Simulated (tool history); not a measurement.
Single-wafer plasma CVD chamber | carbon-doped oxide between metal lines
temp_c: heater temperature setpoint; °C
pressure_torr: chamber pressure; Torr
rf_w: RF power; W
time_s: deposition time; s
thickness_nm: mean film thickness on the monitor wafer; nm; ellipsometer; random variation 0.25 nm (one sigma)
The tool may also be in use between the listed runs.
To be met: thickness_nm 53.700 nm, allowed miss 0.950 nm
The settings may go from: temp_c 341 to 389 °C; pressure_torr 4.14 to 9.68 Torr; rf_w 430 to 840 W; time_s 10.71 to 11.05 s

run	hour	temp_c	pressure_torr	rf_w	time_s	thickness_nm
1	0.0	365	6.91	635	10.71	63.438
2	1.3	356	6.91	635	10.71	65.345
3	2.5	356	6.91	635	10.71	64.973
4	11.2	348	6.91	635	10.71	67.469
5	13.0	348	6.91	635	10.71	66.366
6	19.3	348	6.91	635	10.71	66.518
7	23.8	351	6.72	610	10.71	63.711
8	25.5	354	6.34	605	10.71	61.864
9	31.1	357	6.06	600	10.71	60.696
10	34.6	369	4.68	525	10.71	50.102
11	39.2	367	4.77	525	10.71	50.759
12	40.3	356	5.45	545	10.72	54.971

4 next moves are on the table. One of them brings every result within its allowed miss. Which?
A	41.4	350	5.83	505	10.71	?
B	41.4	343	6.22	505	10.71	?
C	41.4	355	5.63	505	10.71	?
D	41.4	353	5.54	530	11.05	?

move	thickness_nm
A	51.709
B	53.301
C	50.714
D	55.553
A: takes the result that was furthest off past its target
B: meets every target
C: takes the result that was furthest off past its target
D: further off than the last run
Move B is the one to make.

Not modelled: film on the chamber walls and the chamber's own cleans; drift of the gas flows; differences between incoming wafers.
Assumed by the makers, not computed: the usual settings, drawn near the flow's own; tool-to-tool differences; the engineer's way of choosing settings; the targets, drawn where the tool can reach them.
